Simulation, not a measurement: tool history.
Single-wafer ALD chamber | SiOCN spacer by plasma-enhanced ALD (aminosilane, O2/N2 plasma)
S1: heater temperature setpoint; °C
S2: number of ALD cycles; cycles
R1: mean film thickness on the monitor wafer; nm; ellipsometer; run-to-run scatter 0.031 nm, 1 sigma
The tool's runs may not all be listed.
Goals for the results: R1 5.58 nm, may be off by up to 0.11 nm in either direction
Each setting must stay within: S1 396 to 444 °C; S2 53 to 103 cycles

Run 1, hour 0: S1 420 °C, S2 78 cycles. Result: R1 4.7869 nm.
Run 2, hour 8.2: S1 420 °C, S2 88 cycles. Result: R1 5.4269 nm.
Run 3, hour 13.8: S1 420 °C, S2 77 cycles. Result: R1 4.7306 nm.
Run 4, hour 22.9: S1 424 °C, S2 77 cycles. Result: R1 4.6942 nm.
Run 5, hour 29.9: S1 422 °C, S2 80 cycles. Result: R1 4.873 nm.
Run 6, hour 30.9: S1 413 °C, S2 80 cycles. Result: R1 5.0014 nm.
Run 7, hour 32.1: S1 411 °C, S2 82 cycles. Result: R1 5.2347 nm.
Run 8, hour 39: S1 411 °C, S2 82 cycles. Result: R1 5.182 nm.
Run 9, hour 44.6: S1 409 °C, S2 83 cycles. Result: R1 5.3417 nm.

5 candidate next runs follow, results not yet known. Just one meets every target within its allowed miss. Identify it.
Run A, hour 50.2: S1 416 °C, S2 81 cycles. Result: R1 ?.
Run B, hour 50.2: S1 409 °C, S2 82 cycles. Result: R1 ?.
Run C, hour 50.2: S1 418 °C, S2 87 cycles. Result: R1 ?.
Run D, hour 50.2: S1 398 °C, S2 85 cycles. Result: R1 ?.
Run E, hour 50.2: S1 408 °C, S2 83 cycles. Result: R1 ?.

move      R1
   A  5.0864
   B  5.2752
   C  5.4249
   D  5.5988
   E  5.3577
A: lands further from the targets than the last run did
B: lands further from the targets than the last run did
C: nearer than the last run, and not there yet
D: every result within its allowed miss
E: nearer than the last run, and not there yet
Move D is the one to make.
